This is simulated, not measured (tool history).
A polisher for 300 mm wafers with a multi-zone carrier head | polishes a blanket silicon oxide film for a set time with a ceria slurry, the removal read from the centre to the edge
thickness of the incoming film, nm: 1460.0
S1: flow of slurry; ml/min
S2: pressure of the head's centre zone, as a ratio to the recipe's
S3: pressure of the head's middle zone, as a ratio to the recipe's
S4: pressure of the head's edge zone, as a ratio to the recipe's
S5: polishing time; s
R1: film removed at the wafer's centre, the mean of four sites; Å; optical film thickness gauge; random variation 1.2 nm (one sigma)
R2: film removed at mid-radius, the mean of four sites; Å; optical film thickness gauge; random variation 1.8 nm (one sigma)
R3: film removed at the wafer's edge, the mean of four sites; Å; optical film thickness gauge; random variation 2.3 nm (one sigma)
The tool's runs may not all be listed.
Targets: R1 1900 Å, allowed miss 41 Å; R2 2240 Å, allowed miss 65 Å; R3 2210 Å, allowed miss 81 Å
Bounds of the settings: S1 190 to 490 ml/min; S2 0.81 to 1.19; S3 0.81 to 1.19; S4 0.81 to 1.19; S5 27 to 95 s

run	hour	S1	S2	S3	S4	S5	R1	R2	R3
1	0	315	1	1	1	61	2457.8	2503	2494.4
2	7.2	360	1	1	1	61	2497.1	2566.8	2549.3
3	16.1	360	1	0.97	1	61	2497	2468.5	2569.4
4	23.1	360	1	0.97	1	48	1959.6	1969.7	1982.6
5	26.4	295	1	0.97	1	48	1922.3	1951.6	1938.4
6	27.5	295	1	1.05	1	48	1923.1	2021.8	1992.1
7	33.7	310	0.99	1.09	1.02	48	1897.4	2104.1	1983.4
8	34.7	310	0.99	1.09	1.02	48	1952.8	2086.1	1984.8

4 next moves are on the table. One of them brings every result within its allowed miss. Which?
A	35.7	245	0.83	0.9	1.14	56	?	?	?
B	35.7	305	0.94	1.19	0.93	52	?	?	?
C	35.7	195	0.9	1.04	1	56	?	?	?
D	35.7	285	0.89	1.19	0.98	51	?	?	?

move	R1	R2	R3
A	1823.2	2076.9	2396.7
B	1980.7	2450	2048.5
C	1900.7	2230.6	2180.6
D	1823.2	2385.3	2047.6
A: takes the result that was furthest off past its target
B: further off than the last run
C: meets every target
D: nearer than the last run, and not there yet
Move C is the one to make.
